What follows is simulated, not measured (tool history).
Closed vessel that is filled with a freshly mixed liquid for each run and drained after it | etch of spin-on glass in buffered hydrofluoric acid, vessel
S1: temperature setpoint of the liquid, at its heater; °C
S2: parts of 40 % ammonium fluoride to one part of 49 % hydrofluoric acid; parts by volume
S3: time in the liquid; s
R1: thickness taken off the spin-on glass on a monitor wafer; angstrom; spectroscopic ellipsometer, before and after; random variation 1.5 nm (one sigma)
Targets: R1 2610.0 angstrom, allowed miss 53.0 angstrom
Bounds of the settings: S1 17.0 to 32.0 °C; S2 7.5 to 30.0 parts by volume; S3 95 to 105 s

| run | hour | S1 | S2 | S3 | R1 |
|---|---|---|---|---|---|
| 1 | 0.0 | 25.0 | 22.0 | 95 | 1624.1 |
| 2 | 8.1 | 27.0 | 21.0 | 95 | 1845.8 |
| 3 | 10.5 | 28.5 | 20.0 | 95 | 2085.4 |
| 4 | 17.3 | 25.0 | 20.0 | 95 | 1727.1 |
| 5 | 25.4 | 27.0 | 19.5 | 95 | 1944.9 |
| 6 | 33.4 | 27.0 | 19.5 | 105 | 2178.6 |
| 7 | 41.9 | 28.0 | 19.5 | 105 | 2292.9 |
| 8 | 49.7 | 28.5 | 19.5 | 105 | 2323.0 |
| 9 | 54.9 | 29.0 | 19.5 | 105 | 2392.4 |
| 10 | 61.2 | 29.5 | 19.5 | 105 | 2480.6 |
| 11 | 69.2 | 30.0 | 19.5 | 105 | 2523.2 |

Which of these 4 next moves meets every target?
| A | 77.2 | 32.0 | 24.5 | 105 | ? |
| B | 77.2 | 28.5 | 16.5 | 100 | ? |
| C | 77.2 | 32.0 | 19.0 | 100 | ? |
| D | 77.2 | 28.5 | 18.5 | 100 | ? |

| move | R1 |
|---|---|
| A | 2411.5 |
| B | 2649.7 |
| C | 2773.3 |
| D | 2367.9 |
A: further off than the last run
B: meets every target
C: takes the result that was furthest off past its target
D: further off than the last run
Answer: B

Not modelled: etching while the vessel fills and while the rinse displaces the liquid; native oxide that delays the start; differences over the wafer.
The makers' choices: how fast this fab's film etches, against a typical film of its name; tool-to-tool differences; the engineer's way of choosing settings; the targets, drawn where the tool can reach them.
